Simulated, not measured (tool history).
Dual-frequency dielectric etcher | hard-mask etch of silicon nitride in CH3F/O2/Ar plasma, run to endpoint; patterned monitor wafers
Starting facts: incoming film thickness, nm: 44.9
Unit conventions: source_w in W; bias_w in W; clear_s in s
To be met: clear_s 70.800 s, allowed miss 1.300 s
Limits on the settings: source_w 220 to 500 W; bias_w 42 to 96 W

run 1 day=0.000 | source_w=360 bias_w=69 | clear_s=64.552
run 2 day=0.071 | source_w=340 bias_w=68 | clear_s=66.057
run 3 day=0.358 | source_w=320 bias_w=67 | clear_s=67.014
run 4 day=0.575 | source_w=320 bias_w=63 | clear_s=67.520
run 5 day=0.908 | source_w=320 bias_w=73 | clear_s=65.146
run 6 day=0.946 | source_w=370 bias_w=73 | clear_s=62.584
run 7 day=1.108 | source_w=340 bias_w=71 | clear_s=64.600
run 8 day=1.258 | source_w=320 bias_w=70 | clear_s=65.663
run 9 day=1.488 | source_w=300 bias_w=68 | clear_s=66.617
run 10 day=1.621 | source_w=230 bias_w=62 | clear_s=72.209

Pick the move, out of 4, that brings all results within their allowed miss; only one does.
run A day=1.754 | source_w=240 bias_w=56 | clear_s=?
run B day=1.754 | source_w=230 bias_w=54 | clear_s=?
run C day=1.754 | source_w=230 bias_w=67 | clear_s=?
run D day=1.754 | source_w=220 bias_w=63 | clear_s=?

move=A clear_s=74.036
move=B clear_s=75.353
move=C clear_s=70.939
move=D clear_s=72.778
A: further off than the last run
B: further off than the last run
C: meets every target
D: further off than the last run
C meets every target.
